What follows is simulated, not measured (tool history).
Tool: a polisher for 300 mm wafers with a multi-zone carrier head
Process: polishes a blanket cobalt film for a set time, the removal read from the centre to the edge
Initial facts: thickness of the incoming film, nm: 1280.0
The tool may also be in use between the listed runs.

run,hour,flow of slurry (ml/min),pressure of the head's centre zone,pressure of the head's middle zone,pressure of the head's edge zone,polishing time (s),film removed at the wafer's centre (Å),film removed at mid-radius (Å),film removed at the wafer's edge (Å)
1,0,310,1,1,1,31,1074.2,1019.6,1033.8
2,7.4,310,1,1,1,38,1305.8,1279.1,1305.4
3,13.4,310,0.95,1,1,38,1268.2,1263.6,1298.3
4,19.9,300,0.92,0.98,1.01,37,1175.4,1207.6,1257.5
5,24.3,295,0.9,0.95,1,36,1131.5,1157.6,1241.8
6,28.5,295,0.89,0.93,1,35,1086.2,1092.3,1187.9
7,35.9,295,0.88,0.91,0.99,35,1066,1049.2,1214.2
8,39.7,295,0.88,0.91,0.98,35,1073,1074.9,1183.8
9,45.4,295,0.87,0.9,0.97,35,1055.6,1049.8,1158.7

Predict the results of run 10:
10,49.1,290,0.86,0.89,0.96,35,?,?,?

{"run 10": {"film removed at the wafer's centre (Å)": 1058.5, "film removed at mid-radius (Å)": 1080.5, "film removed at the wafer's edge (Å)": 1151.4}}
